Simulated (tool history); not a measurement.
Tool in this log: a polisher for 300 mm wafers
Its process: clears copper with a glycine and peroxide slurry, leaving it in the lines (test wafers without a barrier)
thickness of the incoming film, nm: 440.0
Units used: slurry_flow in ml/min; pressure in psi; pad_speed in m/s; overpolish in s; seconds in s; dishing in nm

run    day  slurry_flow  pressure  pad_speed  overpolish  seconds  dishing
  1      0          290       1.8          1          13   99.827   39.338
  2  0.204          315       1.8          1          13   98.145   39.238
  3  0.312          285       1.8          1          13    100.2   39.973
  4  0.392          285       1.8        0.9          13   107.89   37.383
  5  0.671          285       1.8        0.9          18   106.02   47.579
  6   0.95          230       1.8        0.9          18   109.99   47.612
  7  1.088          250       1.9        0.9          17   104.54   45.943

Run 8 has not been measured yet. What should we expect?
  8  1.158          265         2        0.9          17        ?        ?

{"run 8": {"seconds": 100.92, "dishing": 46.632}}
